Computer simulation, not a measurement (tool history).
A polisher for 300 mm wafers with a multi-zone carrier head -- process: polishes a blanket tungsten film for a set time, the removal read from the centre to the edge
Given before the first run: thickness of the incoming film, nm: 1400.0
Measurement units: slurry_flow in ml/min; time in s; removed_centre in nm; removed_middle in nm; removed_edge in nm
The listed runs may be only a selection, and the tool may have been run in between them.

| run | hour | slurry_flow | centre_zone | middle_zone | edge_zone | slurry_solids | time | removed_centre | removed_middle | removed_edge |
|---|---|---|---|---|---|---|---|---|---|---|
| 1 | 0.0 | 275 | 1.00 | 1.00 | 1.00 | 1.00 | 75 | 370.76 | 378.12 | 370.81 |
| 2 | 1.9 | 275 | 0.94 | 1.00 | 1.00 | 1.00 | 75 | 347.00 | 371.50 | 367.96 |
| 3 | 4.7 | 280 | 0.97 | 0.99 | 0.97 | 0.90 | 72 | 334.41 | 350.53 | 339.95 |
| 4 | 11.3 | 280 | 1.04 | 0.99 | 0.97 | 0.90 | 72 | 353.46 | 348.86 | 343.77 |
| 5 | 17.6 | 285 | 1.07 | 0.99 | 0.94 | 0.85 | 70 | 353.16 | 333.76 | 320.33 |
| 6 | 21.5 | 290 | 1.07 | 0.98 | 0.92 | 0.80 | 69 | 331.29 | 320.12 | 316.83 |
| 7 | 22.6 | 275 | 1.09 | 0.99 | 0.91 | 0.75 | 67 | 317.79 | 304.96 | 290.52 |
| 8 | 28.9 | 260 | 1.10 | 0.98 | 0.89 | 0.75 | 67 | 323.35 | 300.87 | 286.49 |

Run 9 has not been measured yet. What should we expect?
| 9 | 34.7 | 260 | 1.10 | 0.98 | 0.89 | 0.75 | 67 | ? | ? | ? |

removed_centre: 332.23 nm
removed_middle: 299.84 nm
removed_edge: 288.36 nm

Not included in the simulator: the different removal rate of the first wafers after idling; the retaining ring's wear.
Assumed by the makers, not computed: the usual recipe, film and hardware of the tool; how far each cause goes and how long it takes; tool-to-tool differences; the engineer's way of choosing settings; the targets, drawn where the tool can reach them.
